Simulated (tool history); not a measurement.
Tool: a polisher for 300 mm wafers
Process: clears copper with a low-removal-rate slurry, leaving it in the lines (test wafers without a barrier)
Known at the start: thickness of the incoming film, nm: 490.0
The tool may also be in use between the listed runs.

run,hour,flow of slurry (ml/min),pressure of the wafer on the pad (psi),speed of the pad under the wafer (m/s),abrasive content of the slurry,overpolish time after the end point (s),time until the end point was called (s),dishing of a wide line in a test structure (Å)
1,0.0,130,3.8,1.14,1.0,16,131.820,422.36
2,2.9,130,3.8,1.14,1.1,16,128.850,426.28
3,7.0,130,3.8,1.14,1.1,10,127.620,290.58
4,13.6,130,3.8,1.14,1.1,5,128.490,151.47
5,16.6,130,3.8,1.14,1.1,5,130.340,157.20
6,17.3,130,4.1,1.14,1.1,6,122.110,197.38
7,18.8,130,4.4,1.14,1.1,6,112.930,201.23

Forecast run 8:
8,19.6,135,5.4,1.20,1.1,14,?,?

time until the end point was called (s): 92.136
dishing of a wide line in a test structure (Å): 512.45
